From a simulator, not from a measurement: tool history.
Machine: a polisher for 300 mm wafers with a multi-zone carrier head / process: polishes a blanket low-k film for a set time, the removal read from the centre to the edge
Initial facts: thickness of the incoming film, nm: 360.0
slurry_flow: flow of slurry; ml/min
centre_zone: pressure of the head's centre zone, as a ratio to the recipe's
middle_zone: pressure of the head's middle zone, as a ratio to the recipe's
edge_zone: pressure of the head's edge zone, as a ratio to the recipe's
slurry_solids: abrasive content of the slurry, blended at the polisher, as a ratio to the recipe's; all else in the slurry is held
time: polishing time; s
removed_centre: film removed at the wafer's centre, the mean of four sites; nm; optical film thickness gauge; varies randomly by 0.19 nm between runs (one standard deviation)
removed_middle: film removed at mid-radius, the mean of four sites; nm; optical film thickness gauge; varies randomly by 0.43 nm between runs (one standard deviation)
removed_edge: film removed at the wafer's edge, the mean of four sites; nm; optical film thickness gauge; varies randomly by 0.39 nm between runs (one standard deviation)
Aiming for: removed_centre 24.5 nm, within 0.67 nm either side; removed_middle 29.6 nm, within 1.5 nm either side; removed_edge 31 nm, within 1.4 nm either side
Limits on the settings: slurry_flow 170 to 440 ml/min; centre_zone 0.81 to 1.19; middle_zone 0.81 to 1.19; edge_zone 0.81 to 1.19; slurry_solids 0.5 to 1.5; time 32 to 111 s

run    day  slurry_flow  centre_zone  middle_zone  edge_zone  slurry_solids  time  removed_centre  removed_middle  removed_edge
  1      0          280            1            1          1              1    71          22.849          22.583         24.01
  2  0.342          280            1         0.95          1              1    71          22.533           22.45        24.372
  3    0.4          280         1.05         0.95          1              1    71          23.291          22.298        24.564
  4  0.667          275         1.01         0.97       1.03           1.05    71          23.124          23.098         24.78
  5  1.004          275         1.01         0.97       1.03           1.15    71          23.805          23.847        25.838
  6  1.271          275         1.05         0.97       1.03           1.15    71          24.696          22.891        25.665
  7    1.6          280         1.01         0.97       1.04            1.2    71          23.956          23.836        26.437
  8  1.854          310         0.95         1.07       1.14            1.4    71          24.754          27.808        29.374
  9  2.179          310         0.94         1.07       1.14            1.4    71          24.155          28.243        28.982
 10  2.392          310         0.93         1.07       1.15            1.4    71          23.669          26.743        29.336
 11  2.746          310         0.93         1.08       1.16            1.4    71          24.155          27.828        29.204
 12  2.867          310         0.92         1.08       1.16            1.4    71          23.674          28.142        28.948
 13  3.092          310         0.92         1.08       1.17            1.4    71          23.599          27.462        29.707
 14  3.146          310         0.92         1.09       1.17            1.4    71          23.591          27.755        28.936
 15  3.379          315         0.92         1.09       1.17            1.4    71          23.577          28.222        29.355
 16  3.483          320         0.92         1.09       1.17            1.4    71          23.736          28.013         29.79
 17  3.679          325         0.92          1.1       1.17            1.4    71          23.863          28.522        29.751
 18  4.038          330         0.92          1.1       1.17            1.4    71          23.961           28.36        29.631
 19  4.208          335         0.92          1.1       1.17            1.4    71           23.59          27.993        29.782
 20  4.488          340         0.92         1.11       1.17            1.4    71          23.884          28.548        28.904
 21  4.621          335         0.92         1.11       1.17            1.4    71          24.029          28.038        29.392

Which of these 4 next moves meets every target?
  A  4.754          415         0.98         1.03       1.19           1.15    73               ?               ?             ?
  B  4.754          310          0.9          1.1       1.18           1.45    74               ?               ?             ?
  C  4.754          400         0.83         1.15       1.11            1.1    85               ?               ?             ?
  D  4.754          230         0.97         1.12       1.09            1.5    71               ?               ?             ?

move  removed_centre  removed_middle  removed_edge
   A          24.857          26.924        28.925
   B          24.554          30.385        30.859
   C          24.609          33.875        31.893
   D          24.509          28.934        28.004
A: lands further from the targets than the last run did
B: every result lands within tolerance
C: brings the last run's worst result on target, with another outside its allowed miss
D: lands further from the targets than the last run did
Correct choice: B, which meets every target
